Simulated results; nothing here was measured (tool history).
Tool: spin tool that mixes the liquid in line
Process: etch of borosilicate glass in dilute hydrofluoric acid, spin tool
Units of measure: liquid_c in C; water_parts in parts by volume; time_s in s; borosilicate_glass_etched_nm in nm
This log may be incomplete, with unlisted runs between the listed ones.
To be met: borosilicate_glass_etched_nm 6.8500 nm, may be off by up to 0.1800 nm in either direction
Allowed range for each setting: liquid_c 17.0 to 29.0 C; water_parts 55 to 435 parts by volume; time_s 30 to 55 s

run,day,liquid_c,water_parts,time_s,borosilicate_glass_etched_nm
1,0.000,21.0,245,55,3.6983
2,0.238,18.5,245,55,3.3331
3,0.546,18.5,245,55,3.3493
4,0.792,18.5,245,55,3.3432
5,0.850,21.5,225,55,4.1512
6,1.092,25.0,225,55,4.7305
7,1.175,26.0,210,55,5.3361
8,1.362,27.0,200,55,5.8709
9,1.417,27.5,195,55,6.1897
10,1.721,28.0,190,55,6.4769
11,1.850,28.0,190,55,6.4341
12,1.933,28.5,190,55,6.6157

Which single option among these 5 for the next run brings every result within its allowed miss of target? Just one does.
A,2.017,26.5,165,55,?
B,2.017,29.0,175,55,?
C,2.017,29.0,180,55,?
D,2.017,29.0,195,55,?
E,2.017,26.0,170,55,?

move,borosilicate_glass_etched_nm
A,7.2624
B,7.4063
C,7.1562
D,6.4860
E,6.8793
A: pushes the last run's worst result past its target
B: pushes the last run's worst result past its target
C: pushes the last run's worst result past its target
D: moves away from the targets compared with the last run
E: every result lands within tolerance
Answer: E

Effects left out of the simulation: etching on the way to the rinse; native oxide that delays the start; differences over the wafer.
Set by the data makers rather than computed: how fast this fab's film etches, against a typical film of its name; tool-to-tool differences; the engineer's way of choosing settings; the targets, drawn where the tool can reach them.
